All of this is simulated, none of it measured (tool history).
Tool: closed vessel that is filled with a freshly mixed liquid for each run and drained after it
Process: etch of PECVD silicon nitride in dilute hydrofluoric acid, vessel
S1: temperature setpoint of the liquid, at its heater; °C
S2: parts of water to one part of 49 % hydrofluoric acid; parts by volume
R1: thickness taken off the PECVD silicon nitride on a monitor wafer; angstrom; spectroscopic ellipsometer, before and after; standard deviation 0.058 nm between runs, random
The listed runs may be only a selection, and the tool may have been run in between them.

{"run": 1, "day": 0.0, "S1": 24, "S2": 225, "time in the liquid (s)": 990, "R1": 118.12}
{"run": 2, "day": 0.292, "S1": 21.5, "S2": 225, "time in the liquid (s)": 990, "R1": 101.14}
{"run": 3, "day": 0.525, "S1": 23, "S2": 225, "time in the liquid (s)": 990, "R1": 111.5}
{"run": 4, "day": 0.846, "S1": 23, "S2": 265, "time in the liquid (s)": 990, "R1": 96.041}
{"run": 5, "day": 1.15, "S1": 25.5, "S2": 265, "time in the liquid (s)": 990, "R1": 111.81}
{"run": 6, "day": 1.458, "S1": 25, "S2": 265, "time in the liquid (s)": 990, "R1": 107.76}
{"run": 7, "day": 1.729, "S1": 24.5, "S2": 265, "time in the liquid (s)": 990, "R1": 105.08}
{"run": 8, "day": 1.75, "S1": 24, "S2": 265, "time in the liquid (s)": 990, "R1": 102.14}

Run 9 comes next. What will it give?
{"run": 9, "day": 2.012, "S1": 23, "S2": 265, "time in the liquid (s)": 990, "R1": "?"}

{"run 9": {"R1": 95.538}}
